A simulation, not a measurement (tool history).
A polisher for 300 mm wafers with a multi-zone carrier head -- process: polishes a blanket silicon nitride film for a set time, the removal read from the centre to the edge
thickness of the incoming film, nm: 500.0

run  hour  flow of slurry (ml/min)  pressure of the head's centre zone  pressure of the head's middle zone  pressure of the head's edge zone  polishing time (s)  film removed at the wafer's centre (nm)  film removed at mid-radius (nm)  film removed at the wafer's edge (nm)
  1   0.0                      200                                1.00                                1.00                              1.00                  76                                   90.008                           89.432                                 89.264
  2   0.8                      200                                1.00                                1.00                              0.91                  76                                   89.348                           92.173                                 85.191
  3   9.1                      200                                1.00                                1.00                              0.91                  68                                   82.768                           81.635                                 75.914
  4  16.5                      200                                1.00                                1.06                              0.91                  68                                   78.535                           84.296                                 75.008
  5  24.1                      200                                0.92                                1.06                              0.91                  68                                   73.330                           85.349                                 76.697
  6  32.3                      175                                0.92                                1.06                              0.91                  68                                   69.950                           83.123                                 75.134
  7  39.2                      135                                0.90                                0.96                              0.87                  46                                   45.149                           49.422                                 47.814

For run 8, what comes out?
  8  46.5                      140                                0.90                                0.95                              0.89                  46                                        ?                                ?                                      ?

{"run 8": {"film removed at the wafer's centre (nm)": 45.482, "film removed at mid-radius (nm)": 48.293, "film removed at the wafer's edge (nm)": 48.824}}
